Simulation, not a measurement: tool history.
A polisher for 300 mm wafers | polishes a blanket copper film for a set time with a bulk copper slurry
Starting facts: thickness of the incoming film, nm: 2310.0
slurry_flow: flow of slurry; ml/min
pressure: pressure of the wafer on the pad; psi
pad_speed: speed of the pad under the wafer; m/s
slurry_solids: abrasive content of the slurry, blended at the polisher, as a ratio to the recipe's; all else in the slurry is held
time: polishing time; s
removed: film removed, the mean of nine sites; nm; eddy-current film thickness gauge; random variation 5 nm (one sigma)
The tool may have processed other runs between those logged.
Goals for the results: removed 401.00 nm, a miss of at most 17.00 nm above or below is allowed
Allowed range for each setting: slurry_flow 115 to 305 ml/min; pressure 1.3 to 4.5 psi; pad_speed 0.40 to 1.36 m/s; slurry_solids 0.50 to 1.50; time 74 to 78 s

{"run": 1, "hour": 0.0, "slurry_flow": 195, "pressure": 2.9, "pad_speed": 0.88, "slurry_solids": 1.0, "time": 74, "removed": 628.89}
{"run": 2, "hour": 3.7, "slurry_flow": 195, "pressure": 2.9, "pad_speed": 0.7, "slurry_solids": 1.0, "time": 74, "removed": 556.84}
{"run": 3, "hour": 4.9, "slurry_flow": 195, "pressure": 2.9, "pad_speed": 0.7, "slurry_solids": 1.0, "time": 78, "removed": 581.84}
{"run": 4, "hour": 6.3, "slurry_flow": 195, "pressure": 2.9, "pad_speed": 0.7, "slurry_solids": 0.8, "time": 78, "removed": 572.35}
{"run": 5, "hour": 11.0, "slurry_flow": 195, "pressure": 2.8, "pad_speed": 0.7, "slurry_solids": 0.8, "time": 78, "removed": 547.21}
{"run": 6, "hour": 17.6, "slurry_flow": 150, "pressure": 2.8, "pad_speed": 0.7, "slurry_solids": 0.8, "time": 78, "removed": 513.64}
{"run": 7, "hour": 22.6, "slurry_flow": 150, "pressure": 2.7, "pad_speed": 0.7, "slurry_solids": 0.8, "time": 78, "removed": 496.06}
{"run": 8, "hour": 24.3, "slurry_flow": 150, "pressure": 2.6, "pad_speed": 0.7, "slurry_solids": 0.8, "time": 78, "removed": 466.99}

Which of these 5 next moves meets every target?
{"run": "A", "hour": 26.0, "slurry_flow": 175, "pressure": 2.2, "pad_speed": 0.74, "slurry_solids": 0.8, "time": 78, "removed": "?"}
{"run": "B", "hour": 26.0, "slurry_flow": 160, "pressure": 2.3, "pad_speed": 0.68, "slurry_solids": 0.85, "time": 74, "removed": "?"}
{"run": "C", "hour": 26.0, "slurry_flow": 180, "pressure": 2.8, "pad_speed": 0.54, "slurry_solids": 0.65, "time": 78, "removed": "?"}
{"run": "D", "hour": 26.0, "slurry_flow": 150, "pressure": 2.7, "pad_speed": 0.64, "slurry_solids": 0.65, "time": 78, "removed": "?"}
{"run": "E", "hour": 26.0, "slurry_flow": 160, "pressure": 3.1, "pad_speed": 0.7, "slurry_solids": 0.75, "time": 78, "removed": "?"}

move=A removed=435.67
move=B removed=403.54
move=C removed=452.32
move=D removed=453.26
move=E removed=567.27
A: closes in on the targets versus the last run, not all within tolerance yet
B: all results land within tolerance of their targets
C: closes in on the targets versus the last run, not all within tolerance yet
D: closes in on the targets versus the last run, not all within tolerance yet
E: further off than the last run
The right move is B.
